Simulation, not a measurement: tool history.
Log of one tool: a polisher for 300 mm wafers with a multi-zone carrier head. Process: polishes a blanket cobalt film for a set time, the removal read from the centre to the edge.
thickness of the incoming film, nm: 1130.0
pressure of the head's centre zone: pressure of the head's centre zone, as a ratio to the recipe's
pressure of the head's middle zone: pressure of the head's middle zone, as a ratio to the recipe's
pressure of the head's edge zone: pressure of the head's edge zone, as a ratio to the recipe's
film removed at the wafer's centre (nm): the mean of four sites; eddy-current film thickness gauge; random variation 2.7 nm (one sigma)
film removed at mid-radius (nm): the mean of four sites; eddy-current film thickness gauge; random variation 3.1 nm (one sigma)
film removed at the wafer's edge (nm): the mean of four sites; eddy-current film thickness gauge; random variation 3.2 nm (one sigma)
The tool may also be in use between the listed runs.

| run | hour | flow of slurry (ml/min) | pressure of the head's centre zone | pressure of the head's middle zone | pressure of the head's edge zone | polishing time (s) | film removed at the wafer's centre (nm) | film removed at mid-radius (nm) | film removed at the wafer's edge (nm) |
|---|---|---|---|---|---|---|---|---|---|
| 1 | 0.0 | 220 | 1.00 | 1.00 | 1.00 | 80 | 354.78 | 364.62 | 357.65 |
| 2 | 5.5 | 220 | 1.07 | 1.00 | 1.00 | 80 | 369.70 | 359.00 | 347.87 |
| 3 | 6.3 | 210 | 1.04 | 0.96 | 1.00 | 71 | 319.02 | 309.02 | 313.66 |
| 4 | 9.6 | 200 | 1.02 | 0.93 | 0.99 | 66 | 291.46 | 271.90 | 288.63 |
| 5 | 14.2 | 180 | 1.02 | 0.93 | 0.99 | 66 | 278.45 | 266.26 | 292.23 |
| 6 | 18.1 | 180 | 1.02 | 0.93 | 0.99 | 82 | 350.46 | 329.82 | 357.54 |
| 7 | 26.1 | 180 | 1.00 | 0.91 | 0.97 | 74 | 309.39 | 298.20 | 320.28 |

The next listed run, before its measurement:
| 8 | 35.1 | 160 | 0.98 | 0.82 | 0.96 | 54 | ? | ? | ? |

film removed at the wafer's centre (nm): 220.99
film removed at mid-radius (nm): 195.44
film removed at the wafer's edge (nm): 232.61

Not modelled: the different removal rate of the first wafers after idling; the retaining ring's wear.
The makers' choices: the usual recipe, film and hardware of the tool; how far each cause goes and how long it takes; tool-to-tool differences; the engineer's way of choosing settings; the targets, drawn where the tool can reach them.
